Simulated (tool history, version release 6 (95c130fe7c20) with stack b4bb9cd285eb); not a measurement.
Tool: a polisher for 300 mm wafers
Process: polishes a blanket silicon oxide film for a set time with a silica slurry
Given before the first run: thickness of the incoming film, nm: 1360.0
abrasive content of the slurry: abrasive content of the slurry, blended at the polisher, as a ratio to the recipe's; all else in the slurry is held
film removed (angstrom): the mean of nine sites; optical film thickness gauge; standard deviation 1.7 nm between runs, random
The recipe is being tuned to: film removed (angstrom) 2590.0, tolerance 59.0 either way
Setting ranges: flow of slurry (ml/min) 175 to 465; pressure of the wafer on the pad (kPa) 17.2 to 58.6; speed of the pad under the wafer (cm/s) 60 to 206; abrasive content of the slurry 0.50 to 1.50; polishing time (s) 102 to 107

run	hour	flow of slurry (ml/min)	pressure of the wafer on the pad (kPa)	speed of the pad under the wafer (cm/s)	abrasive content of the slurry	polishing time (s)	film removed (angstrom)
1	0.0	295	37.9	132	1.00	102	5270.8
2	7.3	295	37.9	132	1.00	107	5525.2
3	15.4	295	37.9	132	1.00	102	5235.2
4	16.2	245	37.9	132	1.00	102	5150.5
5	23.9	245	37.9	132	1.00	107	5417.4
6	24.9	235	31.0	122	1.00	107	4421.0
7	29.6	230	26.2	110	1.00	107	3652.8
8	31.0	230	23.4	102	1.00	107	3209.0
9	37.2	220	17.2	94	1.00	107	2492.7
10	40.4	250	18.6	94	1.00	107	2690.2

Exercise: of the 5 proposed moves below, exactly one satisfies all targets within the stated allowed misses. Which move is it?
A	43.6	275	22.1	96	0.90	107	?
B	43.6	240	17.9	96	1.05	103	?
C	43.6	305	19.3	88	0.85	107	?
D	43.6	255	18.6	92	0.90	103	?
E	43.6	230	21.4	76	1.10	107	?

move	film removed (angstrom)
A	2895.0
B	2621.8
C	2470.3
D	2437.1
E	2518.0
A: further off than the last run
B: every result within its allowed miss
C: takes the result that was furthest off past its target
D: takes the result that was furthest off past its target
E: takes the result that was furthest off past its target
The move that meets every target is B.
